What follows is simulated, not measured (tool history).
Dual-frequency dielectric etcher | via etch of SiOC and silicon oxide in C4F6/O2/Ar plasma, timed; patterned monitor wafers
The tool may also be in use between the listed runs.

run	day	source power (kW)	bias power (kW)	etch time (s)	mean etch depth across the wafer (nm)
1	0	0.34	0.151	39.5	40.31
2	0.246	0.33	0.149	39.5	39.368
3	0.567	0.33	0.149	39.5	39.592
4	0.596	0.3	0.149	39.5	37.943
5	0.879	0.3	0.149	39.5	38.027
6	0.967	0.3	0.162	39.5	39.542

Forecast run 7:
7	1.292	0.29	0.161	39.5	?

{"run 7": {"mean etch depth across the wafer (nm)": 38.588}}
